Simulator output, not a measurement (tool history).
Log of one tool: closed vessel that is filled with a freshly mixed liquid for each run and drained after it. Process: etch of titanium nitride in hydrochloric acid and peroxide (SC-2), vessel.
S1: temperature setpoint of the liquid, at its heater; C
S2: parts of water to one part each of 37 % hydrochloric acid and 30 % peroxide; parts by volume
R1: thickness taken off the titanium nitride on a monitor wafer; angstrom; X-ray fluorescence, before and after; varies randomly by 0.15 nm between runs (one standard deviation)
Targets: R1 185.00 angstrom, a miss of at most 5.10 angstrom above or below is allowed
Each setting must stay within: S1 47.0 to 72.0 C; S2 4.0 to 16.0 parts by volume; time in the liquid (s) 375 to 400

{"run": 1, "hour": 0.0, "S1": 63.0, "S2": 9.0, "time in the liquid (s)": 375, "R1": 160.72}
{"run": 2, "hour": 4.9, "S1": 63.0, "S2": 9.0, "time in the liquid (s)": 400, "R1": 172.86}
{"run": 3, "hour": 7.1, "S1": 63.5, "S2": 9.0, "time in the liquid (s)": 400, "R1": 178.12}
{"run": 4, "hour": 10.7, "S1": 69.5, "S2": 9.0, "time in the liquid (s)": 400, "R1": 256.03}
{"run": 5, "hour": 19.2, "S1": 67.5, "S2": 9.0, "time in the liquid (s)": 400, "R1": 226.6}
{"run": 6, "hour": 26.6, "S1": 66.5, "S2": 9.0, "time in the liquid (s)": 400, "R1": 215.52}
{"run": 7, "hour": 28.2, "S1": 65.5, "S2": 9.0, "time in the liquid (s)": 400, "R1": 200.92}
{"run": 8, "hour": 34.9, "S1": 65.0, "S2": 9.0, "time in the liquid (s)": 400, "R1": 195.02}

Exercise: of the 4 proposed moves below, exactly one satisfies all targets within the stated allowed misses. Which move is it?
{"run": "A", "hour": 41.6, "S1": 64.5, "S2": 8.0, "time in the liquid (s)": 380, "R1": "?"}
{"run": "B", "hour": 41.6, "S1": 62.5, "S2": 6.5, "time in the liquid (s)": 385, "R1": "?"}
{"run": "C", "hour": 41.6, "S1": 63.0, "S2": 7.5, "time in the liquid (s)": 375, "R1": "?"}
{"run": "D", "hour": 41.6, "S1": 65.5, "S2": 9.0, "time in the liquid (s)": 400, "R1": "?"}

move=A R1=199.75
move=B R1=210.56
move=C R1=189.25
move=D R1=203.15
A: lands further from the targets than the last run did
B: lands further from the targets than the last run did
C: meets every target
D: lands further from the targets than the last run did
Go with C: it meets all targets.

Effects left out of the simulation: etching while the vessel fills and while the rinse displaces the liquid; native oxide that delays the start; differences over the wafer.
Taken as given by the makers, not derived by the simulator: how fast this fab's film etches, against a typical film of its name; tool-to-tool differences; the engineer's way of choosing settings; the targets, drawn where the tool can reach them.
